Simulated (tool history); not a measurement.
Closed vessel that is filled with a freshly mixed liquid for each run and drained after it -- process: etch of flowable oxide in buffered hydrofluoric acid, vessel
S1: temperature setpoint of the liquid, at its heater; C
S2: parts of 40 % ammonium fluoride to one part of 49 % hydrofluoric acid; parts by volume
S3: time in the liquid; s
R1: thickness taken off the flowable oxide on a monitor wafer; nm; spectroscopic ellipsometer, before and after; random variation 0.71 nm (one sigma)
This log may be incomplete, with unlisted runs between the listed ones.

run,hour,S1,S2,S3,R1
1,0,24,24,95,171.25
2,6.7,22,24,95,154.25
3,11.6,21,24,95,144.76
4,14.6,20.5,24,95,141.71
5,21.8,20.5,24,95,139.57
6,28.8,20.5,24,95,140.58
7,36.3,20,24,95,136.73
8,39.7,19.5,24,95,133.32
9,43.6,19,24,95,129.67

The next listed run, before its measurement:
10,46,18.5,24,95,?

{"run 10": {"R1": 126.15}}
